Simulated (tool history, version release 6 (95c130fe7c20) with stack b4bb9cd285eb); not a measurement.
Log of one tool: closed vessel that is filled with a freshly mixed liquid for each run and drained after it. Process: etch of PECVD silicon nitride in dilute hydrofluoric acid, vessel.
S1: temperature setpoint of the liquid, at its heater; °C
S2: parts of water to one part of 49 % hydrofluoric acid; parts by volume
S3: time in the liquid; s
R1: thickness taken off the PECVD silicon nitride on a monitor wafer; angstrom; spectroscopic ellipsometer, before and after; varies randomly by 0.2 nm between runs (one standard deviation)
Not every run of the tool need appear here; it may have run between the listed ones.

run  hour    S1   S2    S3      R1
  1   0.0  24.0  235  3145  469.76
  2   6.5  22.0  235  3145  411.66
  3  15.5  21.0  235  3145  385.09
  4  24.1  20.0  235  3145  363.22
  5  29.3  20.0  235  3145  359.79
  6  36.3  19.5  235  3145  349.46

Forecast run 7:
  7  37.5  19.0  235  3145   ?

{"run 7": {"R1": 341.77}}

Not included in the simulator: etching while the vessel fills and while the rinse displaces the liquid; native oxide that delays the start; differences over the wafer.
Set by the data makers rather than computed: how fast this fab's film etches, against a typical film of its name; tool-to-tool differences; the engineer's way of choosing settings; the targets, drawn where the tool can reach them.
